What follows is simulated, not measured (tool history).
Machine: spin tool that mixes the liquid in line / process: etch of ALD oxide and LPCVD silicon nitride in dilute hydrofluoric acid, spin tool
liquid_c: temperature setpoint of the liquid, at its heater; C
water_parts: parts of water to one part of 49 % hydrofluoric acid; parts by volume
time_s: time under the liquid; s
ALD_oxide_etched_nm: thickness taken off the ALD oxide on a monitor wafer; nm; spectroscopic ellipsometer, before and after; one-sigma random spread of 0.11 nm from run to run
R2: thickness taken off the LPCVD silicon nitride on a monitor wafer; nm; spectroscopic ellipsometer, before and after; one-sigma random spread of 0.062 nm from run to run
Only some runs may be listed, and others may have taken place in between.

Run 1, hour 0: liquid_c 23 C, water_parts 175 parts by volume, time_s 45 s. Result: ALD_oxide_etched_nm 6.6356 nm, R2 0.12903 nm.
Run 2, hour 4.5: liquid_c 25.5 C, water_parts 175 parts by volume, time_s 45 s. Result: ALD_oxide_etched_nm 7.3132 nm, R2 0.12259 nm.
Run 3, hour 12.8: liquid_c 25.5 C, water_parts 215 parts by volume, time_s 45 s. Result: ALD_oxide_etched_nm 5.7987 nm, R2 0.085172 nm.
Run 4, hour 21.1: liquid_c 27.5 C, water_parts 215 parts by volume, time_s 45 s. Result: ALD_oxide_etched_nm 6.1974 nm, R2 0.10654 nm.
Run 5, hour 24.2: liquid_c 28.5 C, water_parts 180 parts by volume, time_s 45 s. Result: ALD_oxide_etched_nm 7.9946 nm, R2 0.2187 nm.
Run 6, hour 30.6: liquid_c 28 C, water_parts 155 parts by volume, time_s 45 s. Result: ALD_oxide_etched_nm 9.2419 nm, R2 0.26268 nm.
Run 7, hour 36.3: liquid_c 28 C, water_parts 135 parts by volume, time_s 45 s. Result: ALD_oxide_etched_nm 11.067 nm, R2 0.18013 nm.
Run 8, hour 39.2: liquid_c 28.5 C, water_parts 130 parts by volume, time_s 45 s. Result: ALD_oxide_etched_nm 11.826 nm, R2 0.2671 nm.

Run 9 comes next. What will it give?
Run 9, hour 43.9: liquid_c 29.5 C, water_parts 100 parts by volume, time_s 45 s. Result: ALD_oxide_etched_nm ?, R2 ?.

ALD_oxide_etched_nm: 16.548 nm
R2: 0.32424 nm

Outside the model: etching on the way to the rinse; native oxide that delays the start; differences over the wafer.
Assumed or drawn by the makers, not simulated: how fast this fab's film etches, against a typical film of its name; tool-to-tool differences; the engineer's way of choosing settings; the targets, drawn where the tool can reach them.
